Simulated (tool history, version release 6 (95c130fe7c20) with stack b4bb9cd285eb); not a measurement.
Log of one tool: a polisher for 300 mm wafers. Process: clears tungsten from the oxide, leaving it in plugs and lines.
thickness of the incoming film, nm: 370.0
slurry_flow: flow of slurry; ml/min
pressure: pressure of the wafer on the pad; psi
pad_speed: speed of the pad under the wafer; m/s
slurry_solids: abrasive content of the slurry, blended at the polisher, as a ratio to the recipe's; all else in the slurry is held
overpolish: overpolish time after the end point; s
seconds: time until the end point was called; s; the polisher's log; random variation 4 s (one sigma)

| run | hour | slurry_flow | pressure | pad_speed | slurry_solids | overpolish | seconds |
|---|---|---|---|---|---|---|---|
| 1 | 0 | 165 | 2.3 | 1.08 | 1 | 9 | 127.46 |
| 2 | 7.8 | 165 | 2.1 | 1.06 | 1 | 9 | 139.81 |
| 3 | 10 | 165 | 1.9 | 1.04 | 1 | 9 | 147.83 |
| 4 | 17.8 | 165 | 1.8 | 1.02 | 1 | 9 | 155.34 |
| 5 | 23.1 | 165 | 2.3 | 1.02 | 1 | 9 | 135.55 |
| 6 | 26.4 | 165 | 2.3 | 1.28 | 1 | 9 | 106.95 |
| 7 | 31.9 | 165 | 2.3 | 1.28 | 1 | 9 | 110.87 |
| 8 | 37.9 | 165 | 2.1 | 1.22 | 1 | 9 | 121.21 |
| 9 | 41.9 | 165 | 1.9 | 1.16 | 1 | 9 | 137.13 |
| 10 | 49.3 | 165 | 1.7 | 1.12 | 1 | 9 | 147.74 |
| 11 | 55.7 | 165 | 1.6 | 1.08 | 1 | 9 | 159.05 |

Forecast run 12:
| 12 | 63.9 | 165 | 1.5 | 1.06 | 1 | 9 | ? |

{"run 12": {"seconds": 171.56}}
